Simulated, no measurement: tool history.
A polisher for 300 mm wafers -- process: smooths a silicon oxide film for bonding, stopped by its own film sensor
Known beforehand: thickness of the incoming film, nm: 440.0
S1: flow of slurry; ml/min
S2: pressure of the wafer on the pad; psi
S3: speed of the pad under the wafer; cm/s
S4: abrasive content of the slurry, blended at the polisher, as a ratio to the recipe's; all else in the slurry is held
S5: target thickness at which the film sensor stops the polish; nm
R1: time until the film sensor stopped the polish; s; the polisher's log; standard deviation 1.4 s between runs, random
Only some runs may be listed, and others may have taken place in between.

{"run": 1, "hour": 0.0, "S1": 275, "S2": 2, "S3": 112, "S4": 1, "S5": 332, "R1": 159.48}
{"run": 2, "hour": 6.9, "S1": 275, "S2": 2.2, "S3": 112, "S4": 1, "S5": 332, "R1": 147.18}
{"run": 3, "hour": 10.3, "S1": 275, "S2": 2.2, "S3": 112, "S4": 1.1, "S5": 332, "R1": 140.3}
{"run": 4, "hour": 17.4, "S1": 275, "S2": 2.2, "S3": 138, "S4": 1.1, "S5": 332, "R1": 119.36}
{"run": 5, "hour": 24.0, "S1": 275, "S2": 2.2, "S3": 138, "S4": 1.1, "S5": 326, "R1": 124.66}
{"run": 6, "hour": 30.9, "S1": 275, "S2": 2.3, "S3": 138, "S4": 1.1, "S5": 326, "R1": 117.6}
{"run": 7, "hour": 34.9, "S1": 275, "S2": 2.4, "S3": 138, "S4": 1.1, "S5": 326, "R1": 114.72}

Forecast run 8:
{"run": 8, "hour": 37.8, "S1": 275, "S2": 2.5, "S3": 138, "S4": 1.1, "S5": 326, "R1": "?"}

R1: 109.78 s
